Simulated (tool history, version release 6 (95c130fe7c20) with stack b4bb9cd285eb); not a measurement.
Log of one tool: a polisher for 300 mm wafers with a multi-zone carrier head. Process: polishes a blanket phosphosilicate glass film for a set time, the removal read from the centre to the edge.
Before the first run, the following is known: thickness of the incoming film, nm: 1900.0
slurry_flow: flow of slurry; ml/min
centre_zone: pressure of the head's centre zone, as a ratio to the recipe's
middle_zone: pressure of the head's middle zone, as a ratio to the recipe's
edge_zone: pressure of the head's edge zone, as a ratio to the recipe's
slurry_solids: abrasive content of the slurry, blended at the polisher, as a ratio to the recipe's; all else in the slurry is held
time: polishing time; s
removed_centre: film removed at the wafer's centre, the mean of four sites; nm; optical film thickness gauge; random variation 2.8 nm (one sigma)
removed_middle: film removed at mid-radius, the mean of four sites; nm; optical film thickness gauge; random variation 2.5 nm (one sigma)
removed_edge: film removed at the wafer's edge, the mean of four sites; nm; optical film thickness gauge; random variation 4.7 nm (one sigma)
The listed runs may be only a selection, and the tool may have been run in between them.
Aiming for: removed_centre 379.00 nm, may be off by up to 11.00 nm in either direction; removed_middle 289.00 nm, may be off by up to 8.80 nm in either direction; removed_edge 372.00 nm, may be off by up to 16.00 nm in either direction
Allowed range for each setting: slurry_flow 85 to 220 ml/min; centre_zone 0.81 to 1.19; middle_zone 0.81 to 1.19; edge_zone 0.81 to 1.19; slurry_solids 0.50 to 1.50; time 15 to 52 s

{"run": 1, "day": 0.0, "slurry_flow": 140, "centre_zone": 1.0, "middle_zone": 1.0, "edge_zone": 1.0, "slurry_solids": 1.0, "time": 33, "removed_centre": 271.8, "removed_middle": 276.06, "removed_edge": 301.87}
{"run": 2, "day": 0.267, "slurry_flow": 145, "centre_zone": 1.02, "middle_zone": 0.99, "edge_zone": 1.02, "slurry_solids": 1.0, "time": 33, "removed_centre": 279.74, "removed_middle": 278.51, "removed_edge": 298.27}
{"run": 3, "day": 0.4, "slurry_flow": 135, "centre_zone": 1.04, "middle_zone": 0.96, "edge_zone": 1.03, "slurry_solids": 1.05, "time": 33, "removed_centre": 285.84, "removed_middle": 277.18, "removed_edge": 310.52}
{"run": 4, "day": 0.542, "slurry_flow": 135, "centre_zone": 1.04, "middle_zone": 0.96, "edge_zone": 0.99, "slurry_solids": 1.05, "time": 33, "removed_centre": 287.42, "removed_middle": 274.01, "removed_edge": 303.57}
{"run": 5, "day": 0.562, "slurry_flow": 135, "centre_zone": 1.06, "middle_zone": 0.94, "edge_zone": 1.01, "slurry_solids": 1.1, "time": 33, "removed_centre": 300.38, "removed_middle": 275.51, "removed_edge": 302.72}
{"day": 0.683, "done": "centre zone pressure recalibrated"}
{"run": 6, "day": 0.683, "slurry_flow": 135, "centre_zone": 1.06, "middle_zone": 0.98, "edge_zone": 1.01, "slurry_solids": 1.1, "time": 33, "removed_centre": 321.64, "removed_middle": 285.52, "removed_edge": 312.4}
{"run": 7, "day": 0.846, "slurry_flow": 130, "centre_zone": 1.07, "middle_zone": 0.97, "edge_zone": 1.04, "slurry_solids": 1.15, "time": 33, "removed_centre": 322.27, "removed_middle": 283.24, "removed_edge": 313.66}
{"run": 8, "day": 1.158, "slurry_flow": 125, "centre_zone": 1.07, "middle_zone": 0.95, "edge_zone": 1.06, "slurry_solids": 1.2, "time": 33, "removed_centre": 332.0, "removed_middle": 286.53, "removed_edge": 322.66}
{"run": 9, "day": 1.421, "slurry_flow": 120, "centre_zone": 1.07, "middle_zone": 0.93, "edge_zone": 1.08, "slurry_solids": 1.25, "time": 33, "removed_centre": 335.79, "removed_middle": 278.92, "removed_edge": 332.26}
{"run": 10, "day": 1.5, "slurry_flow": 120, "centre_zone": 1.07, "middle_zone": 0.93, "edge_zone": 1.08, "slurry_solids": 1.25, "time": 33, "removed_centre": 331.84, "removed_middle": 278.76, "removed_edge": 327.29}
{"run": 11, "day": 1.875, "slurry_flow": 120, "centre_zone": 1.07, "middle_zone": 0.92, "edge_zone": 1.1, "slurry_solids": 1.3, "time": 33, "removed_centre": 338.25, "removed_middle": 282.05, "removed_edge": 336.79}

Which single option among these 5 for the next run brings every result within its allowed miss of target? Just one does.
{"run": "A", "day": 2.25, "slurry_flow": 120, "centre_zone": 1.02, "middle_zone": 0.94, "edge_zone": 1.11, "slurry_solids": 1.5, "time": 34, "removed_centre": "?", "removed_middle": "?", "removed_edge": "?"}
{"run": "B", "day": 2.25, "slurry_flow": 140, "centre_zone": 1.09, "middle_zone": 0.97, "edge_zone": 1.05, "slurry_solids": 1.3, "time": 33, "removed_centre": "?", "removed_middle": "?", "removed_edge": "?"}
{"run": "C", "day": 2.25, "slurry_flow": 140, "centre_zone": 1.16, "middle_zone": 0.96, "edge_zone": 1.01, "slurry_solids": 1.3, "time": 33, "removed_centre": "?", "removed_middle": "?", "removed_edge": "?"}
{"run": "D", "day": 2.25, "slurry_flow": 90, "centre_zone": 1.19, "middle_zone": 0.9, "edge_zone": 1.18, "slurry_solids": 1.3, "time": 36, "removed_centre": "?", "removed_middle": "?", "removed_edge": "?"}
{"run": "E", "day": 2.25, "slurry_flow": 175, "centre_zone": 1.12, "middle_zone": 0.94, "edge_zone": 1.09, "slurry_solids": 1.3, "time": 31, "removed_centre": "?", "removed_middle": "?", "removed_edge": "?"}

move=A removed_centre=348.40 removed_middle=309.37 removed_edge=363.61
move=B removed_centre=352.24 removed_middle=300.56 removed_edge=331.91
move=C removed_centre=373.44 removed_middle=297.88 removed_edge=325.70
move=D removed_centre=378.60 removed_middle=282.68 removed_edge=362.53
move=E removed_centre=353.06 removed_middle=284.80 removed_edge=325.96
A: better than the last run, though not everything is in spec
B: better than the last run, though not everything is in spec
C: puts the biggest miss on target and leaves a different result outside tolerance
D: every result lands within tolerance
E: better than the last run, though not everything is in spec
Go with D: it meets all targets.
